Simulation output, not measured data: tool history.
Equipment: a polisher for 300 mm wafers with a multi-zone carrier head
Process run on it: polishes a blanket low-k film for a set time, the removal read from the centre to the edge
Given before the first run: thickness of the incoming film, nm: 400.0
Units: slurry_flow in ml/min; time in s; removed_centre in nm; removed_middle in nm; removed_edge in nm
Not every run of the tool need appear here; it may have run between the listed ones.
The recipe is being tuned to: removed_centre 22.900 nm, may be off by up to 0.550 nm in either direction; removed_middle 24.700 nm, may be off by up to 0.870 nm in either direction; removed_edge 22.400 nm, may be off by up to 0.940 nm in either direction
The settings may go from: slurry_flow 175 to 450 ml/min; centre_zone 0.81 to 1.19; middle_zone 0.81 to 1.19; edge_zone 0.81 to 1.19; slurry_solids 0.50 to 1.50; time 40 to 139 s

Run 1, hour 0.0: slurry_flow 290 ml/min, centre_zone 1.00, middle_zone 1.00, edge_zone 1.00, slurry_solids 1.00, time 89 s. Result: removed_centre 34.378 nm, removed_middle 33.865 nm, removed_edge 34.994 nm.
Run 2, hour 1.4: slurry_flow 295 ml/min, centre_zone 0.99, middle_zone 1.01, edge_zone 0.97, slurry_solids 0.90, time 87 s. Result: removed_centre 31.962 nm, removed_middle 32.466 nm, removed_edge 31.998 nm.
Run 3, hour 7.6: slurry_flow 295 ml/min, centre_zone 0.99, middle_zone 0.95, edge_zone 0.97, slurry_solids 0.90, time 87 s. Result: removed_centre 31.691 nm, removed_middle 30.959 nm, removed_edge 32.026 nm.
Run 4, hour 11.3: slurry_flow 295 ml/min, centre_zone 0.99, middle_zone 1.01, edge_zone 0.97, slurry_solids 0.90, time 87 s. Result: removed_centre 31.757 nm, removed_middle 32.768 nm, removed_edge 32.339 nm.
Run 5, hour 16.9: slurry_flow 295 ml/min, centre_zone 0.99, middle_zone 1.01, edge_zone 0.97, slurry_solids 0.90, time 109 s. Result: removed_centre 39.951 nm, removed_middle 41.152 nm, removed_edge 40.629 nm.
Run 6, hour 24.6: slurry_flow 295 ml/min, centre_zone 0.98, middle_zone 1.00, edge_zone 0.94, slurry_solids 0.80, time 103 s. Result: removed_centre 35.807 nm, removed_middle 37.210 nm, removed_edge 35.705 nm.
Run 7, hour 29.5: slurry_flow 295 ml/min, centre_zone 0.97, middle_zone 0.99, edge_zone 0.92, slurry_solids 0.75, time 98 s. Result: removed_centre 32.688 nm, removed_middle 34.253 nm, removed_edge 32.617 nm.
Run 8, hour 35.5: slurry_flow 295 ml/min, centre_zone 0.96, middle_zone 0.98, edge_zone 0.90, slurry_solids 0.70, time 94 s. Result: removed_centre 30.393 nm, removed_middle 31.715 nm, removed_edge 30.170 nm.
Run 9, hour 36.7: slurry_flow 300 ml/min, centre_zone 0.92, middle_zone 0.99, edge_zone 0.81, slurry_solids 0.50, time 76 s. Result: removed_centre 20.387 nm, removed_middle 22.922 nm, removed_edge 20.380 nm.
Run 10, hour 41.3: slurry_flow 305 ml/min, centre_zone 0.93, middle_zone 1.00, edge_zone 0.83, slurry_solids 0.50, time 76 s. Result: removed_centre 20.676 nm, removed_middle 22.382 nm, removed_edge 20.707 nm.
Run 11, hour 48.6: slurry_flow 305 ml/min, centre_zone 0.93, middle_zone 1.00, edge_zone 0.83, slurry_solids 0.50, time 76 s. Result: removed_centre 20.957 nm, removed_middle 22.692 nm, removed_edge 20.657 nm.

5 candidate next runs follow, results not yet known. Just one meets every target within its allowed miss. Identify it.
Run A, hour 55.9: slurry_flow 295 ml/min, centre_zone 0.92, middle_zone 0.98, edge_zone 0.81, slurry_solids 0.80, time 70 s. Result: removed_centre ?, removed_middle ?, removed_edge ?.
Run B, hour 55.9: slurry_flow 245 ml/min, centre_zone 0.99, middle_zone 1.00, edge_zone 0.85, slurry_solids 0.65, time 68 s. Result: removed_centre ?, removed_middle ?, removed_edge ?.
Run C, hour 55.9: slurry_flow 300 ml/min, centre_zone 1.05, middle_zone 1.14, edge_zone 0.81, slurry_solids 0.50, time 74 s. Result: removed_centre ?, removed_middle ?, removed_edge ?.
Run D, hour 55.9: slurry_flow 335 ml/min, centre_zone 0.81, middle_zone 0.93, edge_zone 0.96, slurry_solids 0.75, time 69 s. Result: removed_centre ?, removed_middle ?, removed_edge ?.
Run E, hour 55.9: slurry_flow 285 ml/min, centre_zone 0.94, middle_zone 1.06, edge_zone 0.89, slurry_solids 0.60, time 81 s. Result: removed_centre ?, removed_middle ?, removed_edge ?.

move  removed_centre  removed_middle  removed_edge
   A          22.965          24.672        22.703
   B          21.781          22.128        20.544
   C          23.126          24.666        19.937
   D          19.621          22.940        23.834
   E          24.210          27.175        24.443
A: hits every target within its allowed miss
B: nearer than the last run, and not there yet
C: the worst result of the last run now meets its target, but another is out of spec
D: lands further from the targets than the last run did
E: carries the result that was furthest off beyond its target, to the other side
The move that meets every target is A.
